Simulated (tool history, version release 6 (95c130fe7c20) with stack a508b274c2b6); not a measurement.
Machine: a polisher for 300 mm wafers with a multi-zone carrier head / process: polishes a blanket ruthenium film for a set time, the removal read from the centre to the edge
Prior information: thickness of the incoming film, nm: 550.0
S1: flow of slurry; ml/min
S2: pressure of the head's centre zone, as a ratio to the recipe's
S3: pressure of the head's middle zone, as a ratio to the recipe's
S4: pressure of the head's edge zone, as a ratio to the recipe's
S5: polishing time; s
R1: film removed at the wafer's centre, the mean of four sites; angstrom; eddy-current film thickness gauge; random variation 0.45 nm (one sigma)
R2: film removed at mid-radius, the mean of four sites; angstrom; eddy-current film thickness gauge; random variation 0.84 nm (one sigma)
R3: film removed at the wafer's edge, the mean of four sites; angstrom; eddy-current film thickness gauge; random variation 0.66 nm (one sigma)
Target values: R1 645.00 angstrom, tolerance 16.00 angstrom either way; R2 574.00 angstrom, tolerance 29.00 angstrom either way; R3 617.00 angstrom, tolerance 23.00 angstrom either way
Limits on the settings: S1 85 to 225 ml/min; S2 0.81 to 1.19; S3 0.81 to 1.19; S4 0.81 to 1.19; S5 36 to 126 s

run  hour   S1    S2    S3    S4  S5      R1      R2      R3
  1   0.0  145  1.00  1.00  1.00  81  878.76  893.40  857.30
  2   7.0  145  0.95  1.00  1.00  81  844.69  868.76  853.55
  3   9.9  145  1.01  1.00  1.00  81  895.78  877.84  873.04
  4  10.6  145  1.01  1.00  1.00  74  809.92  831.00  788.16
  5  14.8  145  1.01  1.00  1.05  74  814.20  797.83  799.61
  6  22.1  145  1.01  0.98  1.04  71  783.44  738.53  773.11
  7  28.4  145  1.01  0.97  1.02  69  761.25  739.69  722.01
  8  30.1  140  1.00  0.95  1.02  69  748.60  731.99  746.36
  9  38.3  140  1.00  0.95  1.02  69  748.75  716.42  743.70
 10  47.2  140  1.00  0.94  1.01  67  726.59  671.76  724.83
 11  50.0  140  1.00  0.94  1.00  66  724.10  674.45  686.97
 12  55.6  140  1.00  0.94  1.00  66  719.63  693.75  690.99
 13  56.5  135  1.00  0.92  0.99  65  686.55  643.28  691.28
 14  61.6  135  1.00  0.91  0.98  64  689.76  639.30  669.92
 15  64.7  130  1.00  0.90  0.97  64  672.79  619.54  657.94
 16  70.0  130  1.00  0.89  0.96  64  679.66  604.13  667.74
 17  71.2  130  1.00  0.89  0.95  64  686.49  617.36  668.77
 18  73.7  125  1.00  0.89  0.94  64  674.48  615.27  650.44
 19  82.1  120  1.00  0.89  0.93  64  667.39  607.87  632.07

Exercise: of the 5 proposed moves below, exactly one satisfies all targets within the stated allowed misses. Which move is it?
  A  90.5  125  1.11  0.83  0.95  61   ?   ?   ?
  B  90.5  135  0.96  0.97  0.93  63   ?   ?   ?
  C  90.5   90  1.13  0.91  0.89  64   ?   ?   ?
  D  90.5  160  1.13  0.86  1.02  55   ?   ?   ?
  E  90.5  155  0.98  0.85  0.86  60   ?   ?   ?

move      R1      R2      R3
   A  716.04  548.98  623.01
   B  652.13  656.90  645.54
   C  690.06  568.07  601.47
   D  696.38  535.99  596.28
   E  653.78  576.30  612.75
A: further off than the last run
B: the worst result of the last run now meets its target, but another is out of spec
C: further off than the last run
D: further off than the last run
E: each result inside its tolerance
So the answer is move E, the one that meets all the targets.

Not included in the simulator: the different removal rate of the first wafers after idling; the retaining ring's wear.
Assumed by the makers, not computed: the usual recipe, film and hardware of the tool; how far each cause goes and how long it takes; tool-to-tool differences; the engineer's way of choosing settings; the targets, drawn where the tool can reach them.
